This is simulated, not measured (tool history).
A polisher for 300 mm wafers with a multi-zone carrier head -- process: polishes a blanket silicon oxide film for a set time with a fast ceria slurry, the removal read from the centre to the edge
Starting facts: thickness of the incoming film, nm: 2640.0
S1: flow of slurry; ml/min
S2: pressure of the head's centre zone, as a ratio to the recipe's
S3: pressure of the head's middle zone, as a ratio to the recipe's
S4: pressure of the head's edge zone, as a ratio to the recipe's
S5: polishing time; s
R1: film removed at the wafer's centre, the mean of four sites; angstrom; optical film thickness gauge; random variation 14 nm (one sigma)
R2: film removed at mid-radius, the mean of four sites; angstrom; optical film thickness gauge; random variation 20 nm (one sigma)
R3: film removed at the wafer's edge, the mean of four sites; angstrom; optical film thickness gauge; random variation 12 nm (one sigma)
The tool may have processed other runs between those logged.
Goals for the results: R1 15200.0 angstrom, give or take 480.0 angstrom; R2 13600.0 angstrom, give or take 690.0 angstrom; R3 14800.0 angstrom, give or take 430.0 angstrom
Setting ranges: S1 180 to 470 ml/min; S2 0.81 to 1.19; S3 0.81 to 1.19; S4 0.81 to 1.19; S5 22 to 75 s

run  hour   S1    S2    S3    S4  S5       R1       R2       R3
  1   0.0  300  1.00  1.00  1.00  48   9909.4   9882.2   9748.4
  2   3.4  355  1.00  1.00  1.00  48  10043.0  10252.0  10046.0
  3   5.9  360  1.01  1.00  1.02  50  10727.0  10701.0  10586.0
  4  13.6  360  1.01  1.00  0.96  50  10589.0  10564.0  10168.0
  5  16.2  300  1.01  1.00  0.96  50  10562.0  10715.0  10200.0
  6  22.8  330  1.01  1.00  0.96  50  10534.0  10632.0  10202.0
  7  26.4  330  1.02  1.00  0.98  52  11096.0  11436.0  10535.0
  8  33.6  350  1.02  0.98  1.01  53  11237.0  11348.0  11071.0
  9  42.4  355  1.04  0.96  1.03  54  11635.0  11281.0  11405.0
     47.5  -- edge zone pressure recalibrated
 10  47.5  360  1.05  0.95  1.05  55  12124.0  11450.0  11908.0
 11  51.6  360  1.05  0.95  1.05  55  12101.0  11274.0  11960.0
 12  52.7  360  1.06  0.95  1.06  56  12377.0  11766.0  12449.0
 13  54.7  390  1.16  0.95  1.16  61  14621.0  12925.0  14406.0

Consider the 4 candidate settings below. Which is the only one whose results all fall within their allowed miss of target?
  A  56.7  365  1.01  1.05  1.14  64   ?   ?   ?
  B  56.7  360  1.09  0.94  1.19  62   ?   ?   ?
  C  56.7  410  1.04  0.92  1.18  64   ?   ?   ?
  D  56.7  355  1.10  0.91  1.06  67   ?   ?   ?

move       R1       R2       R3
   A  13575.0  13798.0  14654.0
   B  13908.0  12635.0  14518.0
   C  13991.0  13028.0  15026.0
   D  15116.0  13433.0  14780.0
A: the biggest miss grows against the last run
B: the biggest miss grows against the last run
C: the biggest miss grows against the last run
D: each result inside its tolerance
Answer: D
